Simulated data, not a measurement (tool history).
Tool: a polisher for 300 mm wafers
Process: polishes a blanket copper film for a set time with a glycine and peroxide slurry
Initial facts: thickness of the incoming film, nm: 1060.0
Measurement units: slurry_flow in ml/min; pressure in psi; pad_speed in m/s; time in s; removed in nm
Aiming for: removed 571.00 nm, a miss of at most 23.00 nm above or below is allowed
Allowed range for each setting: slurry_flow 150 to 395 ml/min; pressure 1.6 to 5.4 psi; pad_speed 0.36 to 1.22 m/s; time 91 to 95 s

{"run": 1, "hour": 0.0, "slurry_flow": 250, "pressure": 3.5, "pad_speed": 0.78, "time": 91, "removed": 452.13}
{"run": 2, "hour": 4.2, "slurry_flow": 250, "pressure": 3.5, "pad_speed": 0.78, "time": 95, "removed": 487.21}
{"run": 3, "hour": 11.2, "slurry_flow": 250, "pressure": 3.7, "pad_speed": 0.78, "time": 95, "removed": 512.25}
{"run": 4, "hour": 13.5, "slurry_flow": 250, "pressure": 3.8, "pad_speed": 0.78, "time": 95, "removed": 505.24}
{"run": 5, "hour": 18.9, "slurry_flow": 210, "pressure": 3.8, "pad_speed": 0.78, "time": 95, "removed": 502.38}
{"run": 6, "hour": 27.1, "slurry_flow": 210, "pressure": 3.0, "pad_speed": 0.78, "time": 95, "removed": 418.57}
{"run": 7, "hour": 32.8, "slurry_flow": 215, "pressure": 3.3, "pad_speed": 0.78, "time": 95, "removed": 447.43}
{"run": 8, "hour": 33.8, "slurry_flow": 225, "pressure": 3.5, "pad_speed": 0.78, "time": 95, "removed": 471.88}
{"run": 9, "hour": 35.1, "slurry_flow": 235, "pressure": 3.7, "pad_speed": 0.78, "time": 95, "removed": 501.3}

Of the 4 settings listed for the next run, only one would bring every result within its allowed miss of target. Which one?
{"run": "A", "hour": 36.4, "slurry_flow": 240, "pressure": 4.0, "pad_speed": 0.9, "time": 91, "removed": "?"}
{"run": "B", "hour": 36.4, "slurry_flow": 255, "pressure": 3.6, "pad_speed": 0.7, "time": 95, "removed": "?"}
{"run": "C", "hour": 36.4, "slurry_flow": 245, "pressure": 4.0, "pad_speed": 0.68, "time": 91, "removed": "?"}
{"run": "D", "hour": 36.4, "slurry_flow": 235, "pressure": 4.3, "pad_speed": 0.64, "time": 93, "removed": "?"}

move=A removed=570.01
move=B removed=443.68
move=C removed=451.03
move=D removed=464.01
A: in spec on every target
B: moves away from the targets compared with the last run
C: moves away from the targets compared with the last run
D: moves away from the targets compared with the last run
So the answer is move A, the one that meets all the targets.

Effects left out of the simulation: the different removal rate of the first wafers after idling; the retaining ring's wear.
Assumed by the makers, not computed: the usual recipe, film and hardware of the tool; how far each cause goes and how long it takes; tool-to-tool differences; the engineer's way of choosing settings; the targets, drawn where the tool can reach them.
